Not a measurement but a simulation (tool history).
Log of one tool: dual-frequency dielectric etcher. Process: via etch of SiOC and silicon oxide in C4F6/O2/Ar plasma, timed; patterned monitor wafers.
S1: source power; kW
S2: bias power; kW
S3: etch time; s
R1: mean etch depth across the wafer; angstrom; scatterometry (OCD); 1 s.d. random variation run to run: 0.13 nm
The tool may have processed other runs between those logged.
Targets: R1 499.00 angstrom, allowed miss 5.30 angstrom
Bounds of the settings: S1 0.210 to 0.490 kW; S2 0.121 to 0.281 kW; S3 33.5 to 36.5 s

run	day	S1	S2	S3	R1
1	0.000	0.350	0.201	36.5	424.06
2	0.054	0.350	0.185	36.5	415.41
3	0.254	0.310	0.185	36.5	390.70
4	0.500	0.310	0.185	33.5	359.83
5	0.788	0.330	0.189	33.5	373.04
6	0.825	0.350	0.194	33.5	385.68
7	1.075	0.370	0.200	33.5	397.92
8	1.383	0.440	0.240	34.0	466.09
9	1.746	0.450	0.241	34.0	469.31
10	1.912	0.450	0.243	34.0	468.63
11	2.104	0.450	0.245	34.0	469.91
12	2.379	0.450	0.247	34.0	472.05
13	2.496	0.450	0.248	34.0	473.52
14	2.700	0.450	0.249	34.0	474.96

Exercise: of the 5 proposed moves below, exactly one satisfies all targets within the stated allowed misses. Which move is it?
A	2.904	0.480	0.218	33.5	?
B	2.904	0.490	0.249	35.5	?
C	2.904	0.370	0.257	35.0	?
D	2.904	0.450	0.203	34.0	?
E	2.904	0.470	0.240	35.5	?

move	R1
A	458.11
B	510.92
C	450.72
D	442.21
E	495.99
A: the biggest miss grows against the last run
B: carries the result that was furthest off beyond its target, to the other side
C: the biggest miss grows against the last run
D: the biggest miss grows against the last run
E: every result lands within tolerance
Move E is the one to make.
